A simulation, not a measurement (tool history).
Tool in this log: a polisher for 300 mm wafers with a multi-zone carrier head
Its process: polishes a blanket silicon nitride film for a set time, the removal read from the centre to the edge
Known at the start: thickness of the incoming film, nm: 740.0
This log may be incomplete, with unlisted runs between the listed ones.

run,hour,flow of slurry (ml/min),pressure of the head's centre zone,pressure of the head's middle zone,pressure of the head's edge zone,polishing time (s),film removed at the wafer's centre (angstrom),film removed at mid-radius (angstrom),film removed at the wafer's edge (angstrom)
1,0,300,1,1,1,41,702.22,674.54,694.7
2,0.5,295,0.98,1,0.97,39,642.29,650.22,649.24
3,6.6,295,0.98,0.99,0.94,37,586.02,603.9,606.37
4,9.3,295,0.98,0.99,1,37,618.61,610.65,624.13
5,14.6,295,0.99,0.99,0.97,36,596.18,590.51,603.62
6,20.3,295,0.99,0.99,0.93,36,598.62,597.85,596.28

What will run 7 give?
7,25.9,295,0.99,0.99,0.91,35,?,?,?

Run 7 gave film removed at the wafer's centre (angstrom) 584.59, film removed at mid-radius (angstrom) 576.7, film removed at the wafer's edge (angstrom) 569.98.
